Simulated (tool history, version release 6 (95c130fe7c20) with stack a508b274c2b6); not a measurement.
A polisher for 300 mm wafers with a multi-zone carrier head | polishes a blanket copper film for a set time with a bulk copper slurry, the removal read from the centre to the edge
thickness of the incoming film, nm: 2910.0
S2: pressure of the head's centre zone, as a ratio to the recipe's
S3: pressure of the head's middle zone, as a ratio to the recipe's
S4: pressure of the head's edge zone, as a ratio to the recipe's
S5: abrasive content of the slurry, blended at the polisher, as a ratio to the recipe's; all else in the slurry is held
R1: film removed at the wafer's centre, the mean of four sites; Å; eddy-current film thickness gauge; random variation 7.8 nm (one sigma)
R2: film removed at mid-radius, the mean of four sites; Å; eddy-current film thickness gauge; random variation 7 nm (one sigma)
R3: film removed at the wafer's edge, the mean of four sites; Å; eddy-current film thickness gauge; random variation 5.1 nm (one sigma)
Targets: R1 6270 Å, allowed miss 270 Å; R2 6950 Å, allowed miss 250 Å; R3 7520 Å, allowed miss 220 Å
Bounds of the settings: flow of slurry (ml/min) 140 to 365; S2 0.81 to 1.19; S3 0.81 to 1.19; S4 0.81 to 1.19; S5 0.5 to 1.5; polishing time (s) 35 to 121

Run 1, day 0: flow of slurry (ml/min) 235, S2 1, S3 1, S4 1, S5 1, polishing time (s) 78. Result: R1 9756.8 Å, R2 9815.8 Å, R3 9770.3 Å.
Run 2, day 0.054: flow of slurry (ml/min) 235, S2 1, S3 1, S4 1, S5 1, polishing time (s) 62. Result: R1 7657.5 Å, R2 7783.9 Å, R3 7866.9 Å.
Run 3, day 0.338: flow of slurry (ml/min) 235, S2 1, S3 1, S4 1, S5 1, polishing time (s) 77. Result: R1 9740.9 Å, R2 9882.7 Å, R3 9756.7 Å.
Run 4, day 0.383: flow of slurry (ml/min) 225, S2 0.95, S3 0.97, S4 0.98, S5 0.85, polishing time (s) 75. Result: R1 8596.2 Å, R2 8749.4 Å, R3 9085.4 Å.
Run 5, day 0.617: flow of slurry (ml/min) 220, S2 0.91, S3 0.97, S4 0.96, S5 0.75, polishing time (s) 73. Result: R1 7874.2 Å, R2 8382 Å, R3 8621 Å.
Run 6, day 0.746: flow of slurry (ml/min) 220, S2 0.87, S3 0.97, S4 0.96, S5 0.75, polishing time (s) 73. Result: R1 7402 Å, R2 8440.6 Å, R3 8501.1 Å.
Run 7, day 0.854: flow of slurry (ml/min) 215, S2 0.85, S3 0.95, S4 0.95, S5 0.7, polishing time (s) 72. Result: R1 7062.9 Å, R2 7880.9 Å, R3 8334.3 Å.
Run 8, day 1.125: flow of slurry (ml/min) 210, S2 0.84, S3 0.94, S4 0.93, S5 0.65, polishing time (s) 71. Result: R1 6725.7 Å, R2 7622.4 Å, R3 7996.4 Å.
Run 9, day 1.417: flow of slurry (ml/min) 205, S2 0.83, S3 0.93, S4 0.91, S5 0.65, polishing time (s) 71. Result: R1 6476.5 Å, R2 7582.6 Å, R3 7804.6 Å.
Run 10, day 1.475: flow of slurry (ml/min) 200, S2 0.83, S3 0.91, S4 0.9, S5 0.65, polishing time (s) 71. Result: R1 6648.4 Å, R2 7352.5 Å, R3 7742.4 Å.
Run 11, day 1.5: flow of slurry (ml/min) 195, S2 0.82, S3 0.91, S4 0.9, S5 0.6, polishing time (s) 71. Result: R1 6384.6 Å, R2 7287.7 Å, R3 7621.5 Å.

5 next moves are on the table. One of them brings every result within its allowed miss. Which?
Run A, day 1.525: flow of slurry (ml/min) 215, S2 0.82, S3 0.82, S4 1.08, S5 0.55, polishing time (s) 67. Result: R1 ?, R2 ?, R3 ?.
Run B, day 1.525: flow of slurry (ml/min) 175, S2 0.82, S3 0.92, S4 0.9, S5 0.75, polishing time (s) 72. Result: R1 ?, R2 ?, R3 ?.
Run C, day 1.525: flow of slurry (ml/min) 180, S2 0.82, S3 0.95, S4 0.93, S5 0.65, polishing time (s) 72. Result: R1 ?, R2 ?, R3 ?.
Run D, day 1.525: flow of slurry (ml/min) 145, S2 0.83, S3 0.87, S4 0.86, S5 0.5, polishing time (s) 77. Result: R1 ?, R2 ?, R3 ?.
Run E, day 1.525: flow of slurry (ml/min) 195, S2 0.81, S3 0.86, S4 0.98, S5 0.7, polishing time (s) 70. Result: R1 ?, R2 ?, R3 ?.

move      R1      R2      R3
   A  6111.5  6242.4  7696.1
   B  6701.3    7553  7926.8
   C  6559.4  7587.2  7837.1
   D  6413.8    6855  7497.4
   E    6488  6988.2  7984.8
A: takes the result that was furthest off past its target
B: further off than the last run
C: further off than the last run
D: meets every target
E: brings the result that was furthest off to its target, and leaves another outside
The right move is D.
